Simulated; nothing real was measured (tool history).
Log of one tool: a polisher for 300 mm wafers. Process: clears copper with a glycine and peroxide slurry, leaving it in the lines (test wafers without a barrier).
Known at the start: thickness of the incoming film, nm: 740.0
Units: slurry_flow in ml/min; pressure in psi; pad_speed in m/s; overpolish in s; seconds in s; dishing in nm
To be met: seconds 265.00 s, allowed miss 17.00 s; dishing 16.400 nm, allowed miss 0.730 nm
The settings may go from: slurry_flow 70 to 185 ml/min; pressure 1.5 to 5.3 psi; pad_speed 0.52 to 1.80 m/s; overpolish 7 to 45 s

run  hour  slurry_flow  pressure  pad_speed  overpolish  seconds  dishing
  1   0.0          120       3.4       1.16          23   126.03   90.366
  2   2.1          115       3.2       1.08          21   136.13   76.581
  3   4.6          110       3.0       1.02          19   153.29   64.563
  4   5.9           85       3.0       1.02          19   160.08   63.398
  5   9.8           85       2.8       0.96          18   179.46   55.356
  6  14.3           85       3.1       0.96          18   163.77   58.751
  7  22.5           85       2.9       0.90          17   180.49   52.208
  8  30.4           85       2.7       0.86          16   199.42   45.356
  9  35.6          115       1.7       0.54           7   344.69   12.697

4 next moves are on the table. One of them brings every result within its allowed miss. Which?
  A  40.8          110       2.1       0.52           7        ?        ?
  B  40.8          125       2.2       0.60           7        ?        ?
  C  40.8          130       1.8       0.64           7        ?        ?
  D  40.8           90       2.1       0.56           7        ?        ?

move  seconds  dishing
   A   309.06   14.598
   B   270.99   16.548
   C   298.92   15.040
   D   308.88   14.597
A: nearer than the last run, and not there yet
B: meets every target
C: nearer than the last run, and not there yet
D: nearer than the last run, and not there yet
Answer: B
